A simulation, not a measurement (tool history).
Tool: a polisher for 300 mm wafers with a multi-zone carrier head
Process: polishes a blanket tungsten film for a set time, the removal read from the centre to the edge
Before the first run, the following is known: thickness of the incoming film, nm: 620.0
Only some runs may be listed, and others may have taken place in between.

| run | day | flow of slurry (ml/min) | pressure of the head's centre zone | pressure of the head's middle zone | pressure of the head's edge zone | abrasive content of the slurry | polishing time (s) | film removed at the wafer's centre (Å) | film removed at mid-radius (Å) | film removed at the wafer's edge (Å) |
|---|---|---|---|---|---|---|---|---|---|---|
| 1 | 0 | 190 | 1 | 1 | 1 | 1 | 39 | 2439.9 | 2480.8 | 2511.2 |
| 2 | 0.025 | 200 | 1.02 | 1.02 | 1 | 1 | 39 | 2465.8 | 2512.1 | 2558 |
| 3 | 0.225 | 200 | 1.02 | 1.02 | 1 | 1 | 33 | 2132.8 | 2161.1 | 2081.7 |
| 4 | 0.433 | 205 | 1.04 | 1.04 | 0.99 | 1.05 | 34 | 2334.8 | 2294.2 | 2268.7 |
| 5 | 0.642 | 220 | 1.04 | 1.04 | 0.99 | 1.05 | 34 | 2298 | 2282.5 | 2271.7 |
| 6 | 0.879 | 220 | 1.04 | 1.04 | 0.99 | 1.05 | 30 | 2029.8 | 2036.8 | 1971.6 |
| 7 | 1.25 | 205 | 1.04 | 1.06 | 0.96 | 1.1 | 31 | 2074.5 | 2133.5 | 2007.2 |

Estimate the outcome of run 8 from the log above:
| 8 | 1.375 | 255 | 1.14 | 1.16 | 0.98 | 1.35 | 37 | ? | ? | ? |

film removed at the wafer's centre (Å): 3018.4
film removed at mid-radius (Å): 2929.1
film removed at the wafer's edge (Å): 2555.1

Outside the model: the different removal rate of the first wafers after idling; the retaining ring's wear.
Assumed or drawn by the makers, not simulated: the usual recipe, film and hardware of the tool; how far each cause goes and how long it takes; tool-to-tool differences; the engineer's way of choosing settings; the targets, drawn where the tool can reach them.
